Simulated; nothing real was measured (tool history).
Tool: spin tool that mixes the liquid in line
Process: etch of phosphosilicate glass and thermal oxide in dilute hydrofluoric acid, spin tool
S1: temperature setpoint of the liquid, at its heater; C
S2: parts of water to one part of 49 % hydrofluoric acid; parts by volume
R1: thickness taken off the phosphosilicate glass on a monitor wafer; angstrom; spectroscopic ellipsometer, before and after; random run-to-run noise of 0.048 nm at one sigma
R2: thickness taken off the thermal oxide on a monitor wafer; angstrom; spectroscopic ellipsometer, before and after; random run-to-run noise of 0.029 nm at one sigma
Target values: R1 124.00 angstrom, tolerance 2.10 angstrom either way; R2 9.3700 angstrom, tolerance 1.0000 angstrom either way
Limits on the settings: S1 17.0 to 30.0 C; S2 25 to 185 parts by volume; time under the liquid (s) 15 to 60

run 1 hour=0.0 | S1=22.0 S2=105 time_under_the_liquid_(s)=30 | R1=171.83 R2=12.6740
run 2 hour=5.8 | S1=21.5 S2=105 time_under_the_liquid_(s)=30 | R1=167.43 R2=12.0800
run 3 hour=7.2 | S1=21.0 S2=105 time_under_the_liquid_(s)=30 | R1=164.23 R2=11.8450
run 4 hour=12.5 | S1=20.5 S2=105 time_under_the_liquid_(s)=30 | R1=162.07 R2=12.9880
run 5 hour=16.5 | S1=20.5 S2=105 time_under_the_liquid_(s)=20 | R1=107.23 R2=7.8922
run 6 hour=22.1 | S1=21.0 S2=105 time_under_the_liquid_(s)=20 | R1=109.48 R2=8.1140
run 7 hour=29.5 | S1=21.0 S2=105 time_under_the_liquid_(s)=20 | R1=109.56 R2=8.7648
run 8 hour=36.7 | S1=21.5 S2=105 time_under_the_liquid_(s)=20 | R1=112.20 R2=8.2745
run 9 hour=42.2 | S1=22.5 S2=105 time_under_the_liquid_(s)=20 | R1=116.75 R2=9.0259
run 10 hour=48.6 | S1=23.0 S2=105 time_under_the_liquid_(s)=20 | R1=119.10 R2=8.8649
run 11 hour=50.1 | S1=23.5 S2=105 time_under_the_liquid_(s)=20 | R1=120.81 R2=9.2770

Which of these 4 next moves meets every target?
run A hour=51.6 | S1=25.0 S2=105 time_under_the_liquid_(s)=20 | R1=? R2=?
run B hour=51.6 | S1=27.0 S2=95 time_under_the_liquid_(s)=15 | R1=? R2=?
run C hour=51.6 | S1=22.0 S2=75 time_under_the_liquid_(s)=15 | R1=? R2=?
run D hour=51.6 | S1=19.5 S2=95 time_under_the_liquid_(s)=20 | R1=? R2=?

move=A R1=128.33 R2=9.8124
move=B R1=116.38 R2=8.8985
move=C R1=124.50 R2=9.5190
move=D R1=115.58 R2=8.8370
A: takes the result that was furthest off past its target
B: the biggest miss grows against the last run
C: hits every target within its allowed miss
D: the biggest miss grows against the last run
C is the move that brings every result within its allowed miss.
